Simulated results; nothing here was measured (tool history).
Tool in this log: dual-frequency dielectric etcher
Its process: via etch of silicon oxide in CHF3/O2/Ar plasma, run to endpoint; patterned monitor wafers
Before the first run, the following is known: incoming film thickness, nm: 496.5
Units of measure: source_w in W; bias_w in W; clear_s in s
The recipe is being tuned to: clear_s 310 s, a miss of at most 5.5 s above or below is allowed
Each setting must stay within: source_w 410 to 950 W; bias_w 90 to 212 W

run 1 hour=0 | source_w=680 bias_w=151 | clear_s=239.82
run 2 hour=2.3 | source_w=620 bias_w=140 | clear_s=257.07
run 3 hour=10.8 | source_w=530 bias_w=140 | clear_s=274.11
run 4 hour=16.7 | source_w=530 bias_w=123 | clear_s=283.27
run 5 hour=19.1 | source_w=500 bias_w=122 | clear_s=290.56
run 6 hour=20.9 | source_w=480 bias_w=121 | clear_s=297.15
run 7 hour=27.1 | source_w=480 bias_w=121 | clear_s=297.56
run 8 hour=28.3 | source_w=470 bias_w=121 | clear_s=302.2
run 9 hour=30.8 | source_w=460 bias_w=121 | clear_s=301.61

4 candidate next runs follow, results not yet known. Just one meets every target within its allowed miss. Identify it.
run A hour=33.3 | source_w=460 bias_w=134 | clear_s=?
run B hour=33.3 | source_w=490 bias_w=116 | clear_s=?
run C hour=33.3 | source_w=490 bias_w=123 | clear_s=?
run D hour=33.3 | source_w=410 bias_w=129 | clear_s=?

move=A clear_s=293.49
move=B clear_s=300.95
move=C clear_s=295.02
move=D clear_s=310.81
A: the biggest miss grows against the last run
B: the biggest miss grows against the last run
C: the biggest miss grows against the last run
D: every result lands within tolerance
The right move is D.
